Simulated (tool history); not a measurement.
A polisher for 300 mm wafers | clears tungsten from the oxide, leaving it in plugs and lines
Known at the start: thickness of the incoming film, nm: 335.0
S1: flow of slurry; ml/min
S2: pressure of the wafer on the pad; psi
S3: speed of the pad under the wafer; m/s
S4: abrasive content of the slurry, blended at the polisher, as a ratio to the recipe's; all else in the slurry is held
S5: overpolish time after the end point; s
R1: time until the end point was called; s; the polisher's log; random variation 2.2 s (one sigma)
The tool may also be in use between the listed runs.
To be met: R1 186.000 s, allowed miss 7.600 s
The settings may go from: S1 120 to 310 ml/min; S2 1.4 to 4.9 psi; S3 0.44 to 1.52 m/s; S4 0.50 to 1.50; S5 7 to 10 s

Run 1, hour 0.0: S1 200 ml/min, S2 3.1 psi, S3 0.98 m/s, S4 1.00, S5 10 s. Result: R1 94.910 s.
Run 2, hour 3.1: S1 170 ml/min, S2 3.1 psi, S3 0.98 m/s, S4 1.00, S5 10 s. Result: R1 95.792 s.
Run 3, hour 6.1: S1 170 ml/min, S2 3.1 psi, S3 0.98 m/s, S4 1.00, S5 10 s. Result: R1 95.787 s.
Run 4, hour 9.5: S1 170 ml/min, S2 3.1 psi, S3 1.08 m/s, S4 1.00, S5 10 s. Result: R1 88.215 s.
Run 5, hour 18.2: S1 170 ml/min, S2 3.1 psi, S3 0.84 m/s, S4 1.00, S5 10 s. Result: R1 112.890 s.
Run 6, hour 23.9: S1 170 ml/min, S2 3.5 psi, S3 0.84 m/s, S4 1.00, S5 10 s. Result: R1 99.394 s.
Run 7, hour 32.4: S1 170 ml/min, S2 3.2 psi, S3 0.84 m/s, S4 1.00, S5 10 s. Result: R1 107.480 s.
Run 8, hour 35.5: S1 170 ml/min, S2 2.9 psi, S3 0.84 m/s, S4 1.00, S5 10 s. Result: R1 119.690 s.
Run 9, hour 43.2: S1 170 ml/min, S2 2.7 psi, S3 0.84 m/s, S4 1.00, S5 10 s. Result: R1 128.280 s.
Run 10, hour 49.6: S1 170 ml/min, S2 2.5 psi, S3 0.84 m/s, S4 1.00, S5 10 s. Result: R1 138.930 s.
Run 11, hour 57.0: S1 170 ml/min, S2 2.4 psi, S3 0.84 m/s, S4 1.00, S5 10 s. Result: R1 142.690 s.

5 next moves are on the table. One of them brings every result within its allowed miss. Which?
Run A, hour 64.4: S1 120 ml/min, S2 2.1 psi, S3 1.22 m/s, S4 1.20, S5 10 s. Result: R1 ?.
Run B, hour 64.4: S1 185 ml/min, S2 2.2 psi, S3 0.72 m/s, S4 0.85, S5 8 s. Result: R1 ?.
Run C, hour 64.4: S1 150 ml/min, S2 2.5 psi, S3 0.92 m/s, S4 1.00, S5 10 s. Result: R1 ?.
Run D, hour 64.4: S1 195 ml/min, S2 3.0 psi, S3 0.76 m/s, S4 1.15, S5 10 s. Result: R1 ?.
Run E, hour 64.4: S1 180 ml/min, S2 3.0 psi, S3 0.80 m/s, S4 1.00, S5 9 s. Result: R1 ?.

move       R1
   A  116.720
   B  183.340
   C  128.400
   D  119.950
   E  119.200
A: further off than the last run
B: meets every target
C: further off than the last run
D: further off than the last run
E: further off than the last run
Move B is the one to make.
